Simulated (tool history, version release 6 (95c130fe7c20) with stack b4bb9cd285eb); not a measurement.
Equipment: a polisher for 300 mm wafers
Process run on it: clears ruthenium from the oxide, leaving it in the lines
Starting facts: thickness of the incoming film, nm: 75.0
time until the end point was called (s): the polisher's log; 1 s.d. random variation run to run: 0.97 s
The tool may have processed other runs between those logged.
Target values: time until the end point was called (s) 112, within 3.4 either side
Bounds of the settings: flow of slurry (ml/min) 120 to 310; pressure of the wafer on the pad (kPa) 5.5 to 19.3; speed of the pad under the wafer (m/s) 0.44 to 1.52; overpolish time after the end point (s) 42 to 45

| run | hour | flow of slurry (ml/min) | pressure of the wafer on the pad (kPa) | speed of the pad under the wafer (m/s) | overpolish time after the end point (s) | time until the end point was called (s) |
|---|---|---|---|---|---|---|
| 1 | 0 | 200 | 12.4 | 0.98 | 42 | 85.951 |
| 2 | 7.9 | 200 | 13.8 | 0.98 | 42 | 81.399 |
| 3 | 12.4 | 200 | 13.8 | 0.98 | 42 | 80.799 |
| 4 | 14.6 | 195 | 12.4 | 0.98 | 42 | 85.988 |
| 5 | 16.5 | 195 | 11 | 0.98 | 42 | 92.753 |
| 6 | 18.6 | 195 | 10.3 | 0.98 | 42 | 96.711 |
| 7 | 21.3 | 195 | 9.7 | 0.98 | 42 | 99.597 |
| 8 | 29.6 | 195 | 9 | 0.98 | 42 | 104.7 |

4 candidate next runs follow, results not yet known. Just one meets every target within its allowed miss. Identify it.
| A | 37.9 | 195 | 8.3 | 0.9 | 45 | ? |
| B | 37.9 | 150 | 11 | 0.84 | 42 | ? |
| C | 37.9 | 185 | 8.3 | 0.88 | 45 | ? |
| D | 37.9 | 155 | 8.3 | 1.06 | 42 | ? |

| move | time until the end point was called (s) |
|---|---|
| A | 118.54 |
| B | 111.88 |
| C | 122.04 |
| D | 104.77 |
A: the result that was furthest off in the last run now lies on the other side of its target
B: meets every target
C: the result that was furthest off in the last run now lies on the other side of its target
D: as far off as the last run
Answer: B
